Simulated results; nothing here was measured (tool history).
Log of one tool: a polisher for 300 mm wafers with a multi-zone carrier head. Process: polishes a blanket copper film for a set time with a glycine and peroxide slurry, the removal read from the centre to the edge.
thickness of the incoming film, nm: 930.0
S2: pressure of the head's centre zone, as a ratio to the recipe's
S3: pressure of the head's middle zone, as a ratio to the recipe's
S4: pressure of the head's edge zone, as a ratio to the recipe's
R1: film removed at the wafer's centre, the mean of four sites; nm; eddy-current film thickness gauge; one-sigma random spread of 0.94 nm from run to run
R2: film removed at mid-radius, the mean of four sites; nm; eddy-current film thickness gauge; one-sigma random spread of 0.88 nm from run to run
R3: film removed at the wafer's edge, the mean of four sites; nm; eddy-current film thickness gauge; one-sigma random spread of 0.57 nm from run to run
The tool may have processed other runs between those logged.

Run 1, hour 0.0: flow of slurry (ml/min) 240, S2 1.00, S3 1.00, S4 1.00, polishing time (s) 38. Result: R1 161.440 nm, R2 163.220 nm, R3 161.940 nm.
Run 2, hour 5.9: flow of slurry (ml/min) 240, S2 1.05, S3 1.00, S4 1.00, polishing time (s) 38. Result: R1 168.170 nm, R2 163.550 nm, R3 165.740 nm.
Run 3, hour 9.7: flow of slurry (ml/min) 240, S2 1.05, S3 1.00, S4 1.08, polishing time (s) 38. Result: R1 171.330 nm, R2 162.490 nm, R3 169.620 nm.
Run 4, hour 14.3: flow of slurry (ml/min) 240, S2 1.05, S3 1.00, S4 1.08, polishing time (s) 47. Result: R1 207.140 nm, R2 202.330 nm, R3 208.410 nm.
Run 5, hour 16.4: flow of slurry (ml/min) 240, S2 1.05, S3 0.96, S4 1.08, polishing time (s) 47. Result: R1 209.430 nm, R2 194.590 nm, R3 209.830 nm.
Run 6, hour 18.9: flow of slurry (ml/min) 240, S2 1.05, S3 0.96, S4 1.08, polishing time (s) 40. Result: R1 179.220 nm, R2 165.330 nm, R3 179.390 nm.
Run 7, hour 25.3: flow of slurry (ml/min) 205, S2 1.01, S3 0.90, S4 0.98, polishing time (s) 30. Result: R1 125.450 nm, R2 114.370 nm, R3 125.330 nm.
Run 8, hour 29.2: flow of slurry (ml/min) 205, S2 1.01, S3 0.90, S4 0.96, polishing time (s) 29. Result: R1 120.830 nm, R2 111.390 nm, R3 119.530 nm.
Run 9, hour 34.9: flow of slurry (ml/min) 190, S2 1.01, S3 0.83, S4 0.86, polishing time (s) 22. Result: R1 89.473 nm, R2 77.723 nm, R3 87.114 nm.
Run 10, hour 37.8: flow of slurry (ml/min) 205, S2 1.01, S3 0.84, S4 0.86, polishing time (s) 22. Result: R1 93.374 nm, R2 79.026 nm, R3 86.130 nm.

What will run 11 give?
Run 11, hour 46.6: flow of slurry (ml/min) 205, S2 1.01, S3 0.85, S4 0.87, polishing time (s) 22. Result: R1 ?, R2 ?, R3 ?.

{"run 11": {"R1": 92.256, "R2": 79.856, "R3": 87.265}}
